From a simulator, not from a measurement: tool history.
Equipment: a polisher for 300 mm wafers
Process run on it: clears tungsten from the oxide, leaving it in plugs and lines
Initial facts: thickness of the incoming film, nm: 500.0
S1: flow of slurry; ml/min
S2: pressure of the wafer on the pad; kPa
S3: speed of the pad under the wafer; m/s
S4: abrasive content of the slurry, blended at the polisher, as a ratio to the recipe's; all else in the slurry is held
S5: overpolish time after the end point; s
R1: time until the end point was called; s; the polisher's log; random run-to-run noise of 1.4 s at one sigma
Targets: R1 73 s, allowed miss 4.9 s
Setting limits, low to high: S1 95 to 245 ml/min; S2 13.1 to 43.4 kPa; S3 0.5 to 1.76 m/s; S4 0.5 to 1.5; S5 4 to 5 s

Run 1, hour 0: S1 155 ml/min, S2 28.3 kPa, S3 1.12 m/s, S4 1, S5 5 s. Result: R1 101 s.
Run 2, hour 4.2: S1 140 ml/min, S2 28.3 kPa, S3 1.12 m/s, S4 1, S5 5 s. Result: R1 102.7 s.
Run 3, hour 9.3: S1 140 ml/min, S2 29.6 kPa, S3 1.12 m/s, S4 1, S5 5 s. Result: R1 100.76 s.
Run 4, hour 17: S1 140 ml/min, S2 29.6 kPa, S3 1.12 m/s, S4 1.2, S5 5 s. Result: R1 98.564 s.
Run 5, hour 25.3: S1 140 ml/min, S2 29.6 kPa, S3 1.12 m/s, S4 1.2, S5 4 s. Result: R1 97.956 s.
Run 6, hour 29.8: S1 140 ml/min, S2 31 kPa, S3 1.12 m/s, S4 1.2, S5 4 s. Result: R1 93.643 s.
Run 7, hour 37: S1 140 ml/min, S2 31.7 kPa, S3 1.12 m/s, S4 1.2, S5 4 s. Result: R1 93.636 s.
Run 8, hour 46: S1 140 ml/min, S2 33.1 kPa, S3 1.14 m/s, S4 1.2, S5 4 s. Result: R1 88.067 s.
Run 9, hour 50.1: S1 140 ml/min, S2 33.8 kPa, S3 1.14 m/s, S4 1.2, S5 4 s. Result: R1 86.147 s.
Run 10, hour 58.7: S1 140 ml/min, S2 34.5 kPa, S3 1.14 m/s, S4 1.2, S5 4 s. Result: R1 86.04 s.
Run 11, hour 60.9: S1 140 ml/min, S2 35.2 kPa, S3 1.14 m/s, S4 1.2, S5 4 s. Result: R1 83.106 s.
Run 12, hour 61.9: S1 140 ml/min, S2 35.9 kPa, S3 1.14 m/s, S4 1.2, S5 4 s. Result: R1 82.485 s.
Run 13, hour 67.5: S1 140 ml/min, S2 36.5 kPa, S3 1.14 m/s, S4 1.2, S5 4 s. Result: R1 80.467 s.
Run 14, hour 75.1: S1 140 ml/min, S2 37.2 kPa, S3 1.14 m/s, S4 1.2, S5 4 s. Result: R1 79.52 s.

Of the 5 settings listed for the next run, only one would bring every result within its allowed miss of target. Which one?
Run A, hour 82.7: S1 140 ml/min, S2 31.7 kPa, S3 1.18 m/s, S4 1.15, S5 4 s. Result: R1 ?.
Run B, hour 82.7: S1 125 ml/min, S2 42.1 kPa, S3 1.1 m/s, S4 1.4, S5 5 s. Result: R1 ?.
Run C, hour 82.7: S1 145 ml/min, S2 43.4 kPa, S3 1.24 m/s, S4 1.15, S5 4 s. Result: R1 ?.
Run D, hour 82.7: S1 110 ml/min, S2 40 kPa, S3 1.04 m/s, S4 1.25, S5 4 s. Result: R1 ?.
Run E, hour 82.7: S1 135 ml/min, S2 33.8 kPa, S3 1.1 m/s, S4 1.2, S5 5 s. Result: R1 ?.

move      R1
   A  87.283
   B  71.943
   C  62.899
   D  84.063
   E  88.422
A: the biggest miss grows against the last run
B: all results in spec
C: carries the result that was furthest off beyond its target, to the other side
D: the biggest miss grows against the last run
E: the biggest miss grows against the last run
B is the move that brings every result within its allowed miss.
